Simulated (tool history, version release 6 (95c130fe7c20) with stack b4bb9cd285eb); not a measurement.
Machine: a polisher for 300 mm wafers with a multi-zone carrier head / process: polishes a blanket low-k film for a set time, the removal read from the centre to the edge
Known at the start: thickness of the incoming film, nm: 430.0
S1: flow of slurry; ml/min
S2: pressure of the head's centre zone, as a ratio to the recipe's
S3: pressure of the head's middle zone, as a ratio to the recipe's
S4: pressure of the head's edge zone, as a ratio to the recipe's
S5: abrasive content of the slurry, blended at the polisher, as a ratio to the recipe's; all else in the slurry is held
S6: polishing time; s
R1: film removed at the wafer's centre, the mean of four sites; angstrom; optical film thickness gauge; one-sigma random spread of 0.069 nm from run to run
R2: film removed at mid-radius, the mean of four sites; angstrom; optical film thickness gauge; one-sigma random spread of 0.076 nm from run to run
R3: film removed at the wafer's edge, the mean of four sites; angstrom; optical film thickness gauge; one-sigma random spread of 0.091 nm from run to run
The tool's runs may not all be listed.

run 1 hour=0.0 | S1=180 S2=1.00 S3=1.00 S4=1.00 S5=1.00 S6=58 | R1=178.870 R2=177.37 R3=176.630
run 2 hour=3.9 | S1=175 S2=0.97 S3=1.00 S4=0.97 S5=0.90 S6=55 | R1=157.820 R2=158.91 R3=159.900
run 3 hour=8.1 | S1=170 S2=0.95 S3=1.02 S4=0.95 S5=0.85 S6=51 | R1=136.440 R2=143.46 R3=143.130
run 4 hour=15.6 | S1=170 S2=0.95 S3=1.02 S4=1.03 S5=0.85 S6=51 | R1=136.630 R2=144.26 R3=149.320
run 5 hour=18.1 | S1=170 S2=0.95 S3=1.02 S4=1.03 S5=0.85 S6=40 | R1=109.040 R2=115.09 R3=113.820
run 6 hour=25.5 | S1=170 S2=0.95 S3=1.05 S4=1.03 S5=0.85 S6=40 | R1=106.940 R2=115.29 R3=115.610

Run 7, settings as shown, results not yet in. Your forecast:
run 7 hour=26.8 | S1=125 S2=0.85 S3=0.97 S4=0.93 S5=0.65 S6=40 | R1=? R2=? R3=?

Run 7 produced R1 81.653 angstrom, R2 89.71 angstrom, R3 94.733 angstrom.

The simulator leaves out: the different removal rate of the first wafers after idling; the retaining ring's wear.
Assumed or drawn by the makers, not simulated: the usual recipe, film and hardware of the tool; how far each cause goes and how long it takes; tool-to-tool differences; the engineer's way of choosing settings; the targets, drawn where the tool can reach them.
